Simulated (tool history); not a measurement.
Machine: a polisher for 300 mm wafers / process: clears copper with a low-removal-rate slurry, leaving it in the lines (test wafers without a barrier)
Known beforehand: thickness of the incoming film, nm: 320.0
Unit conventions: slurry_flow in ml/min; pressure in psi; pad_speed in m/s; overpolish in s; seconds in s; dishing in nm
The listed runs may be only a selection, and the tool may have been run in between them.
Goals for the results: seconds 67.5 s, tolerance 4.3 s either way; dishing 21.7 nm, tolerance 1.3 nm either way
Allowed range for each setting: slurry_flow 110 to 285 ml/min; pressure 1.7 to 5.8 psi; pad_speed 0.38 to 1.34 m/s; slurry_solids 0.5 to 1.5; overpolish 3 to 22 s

run	hour	slurry_flow	pressure	pad_speed	slurry_solids	overpolish	seconds	dishing
1	0	180	3.7	0.86	1	11	87.958	29.731
2	7.1	180	3.7	0.86	1	14	91.183	36.246
3	13	180	3.7	0.86	1	17	88.396	42.937
4	20.8	180	3.9	0.88	1	12	81.941	33.462
5	27.6	140	3.9	0.88	1	12	85.443	32.838
6	29.6	145	4.1	0.88	1	9	82.731	25.812
7	34.7	155	4.4	0.88	1	8	76.219	25.224
8	38	160	4.6	0.88	1	7	71.94	23.271
9	42.2	160	4.7	0.88	1	7	73.343	24.087
10	44	170	5	0.9	1	4	64.03	15.138
11	46.5	155	5	0.9	1	4	66.87	14.952
12	49.7	160	5	0.88	1	5	68.411	18.137

Which one of the following 5 next-run settings gets every result inside its allowed miss? There is exactly one.
A	52.9	130	5.7	0.84	0.8	4	?	?
B	52.9	150	4.8	0.74	1.05	8	?	?
C	52.9	180	4.6	0.94	0.95	6	?	?
D	52.9	150	4.7	0.98	0.8	7	?	?
E	52.9	160	5.4	0.8	0.75	7	?	?

move	seconds	dishing
A	64.99	14.731
B	78.463	23.749
C	66.687	21.1
D	67.07	24.264
E	69.711	23.46
A: its largest miss is bigger than the last run's
B: pushes the last run's worst result past its target
C: each result inside its tolerance
D: pushes the last run's worst result past its target
E: pushes the last run's worst result past its target
C meets every target.
